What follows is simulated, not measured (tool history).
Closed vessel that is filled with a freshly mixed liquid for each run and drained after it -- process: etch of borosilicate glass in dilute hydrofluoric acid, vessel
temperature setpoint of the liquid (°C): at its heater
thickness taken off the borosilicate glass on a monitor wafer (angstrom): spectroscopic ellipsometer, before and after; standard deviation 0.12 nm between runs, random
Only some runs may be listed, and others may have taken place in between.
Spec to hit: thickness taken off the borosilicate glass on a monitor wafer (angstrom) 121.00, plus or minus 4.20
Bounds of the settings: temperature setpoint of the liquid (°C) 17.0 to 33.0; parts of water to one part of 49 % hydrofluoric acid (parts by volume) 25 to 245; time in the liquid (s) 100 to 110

run,hour,temperature setpoint of the liquid (°C),parts of water to one part of 49 % hydrofluoric acid (parts by volume),time in the liquid (s),thickness taken off the borosilicate glass on a monitor wafer (angstrom)
1,0.0,25.0,135,100,221.96
2,7.7,24.5,140,100,202.40
3,8.3,24.0,140,100,200.73
4,15.4,23.5,145,100,190.28
5,24.0,23.5,145,100,191.16
6,28.5,23.5,145,110,207.58
7,31.2,19.5,190,110,129.78
8,38.9,18.5,190,110,125.18

5 next moves are on the table. One of them brings every result within its allowed miss. Which?
A,46.6,18.5,180,110,?
B,46.6,17.0,175,110,?
C,46.6,19.5,175,105,?
D,46.6,19.0,190,105,?
E,46.6,19.5,175,100,?

move,thickness taken off the borosilicate glass on a monitor wafer (angstrom)
A,134.23
B,130.63
C,137.78
D,122.61
E,131.22
A: lands further from the targets than the last run did
B: lands further from the targets than the last run did
C: lands further from the targets than the last run did
D: hits every target within its allowed miss
E: lands further from the targets than the last run did
Move D is the one to make.

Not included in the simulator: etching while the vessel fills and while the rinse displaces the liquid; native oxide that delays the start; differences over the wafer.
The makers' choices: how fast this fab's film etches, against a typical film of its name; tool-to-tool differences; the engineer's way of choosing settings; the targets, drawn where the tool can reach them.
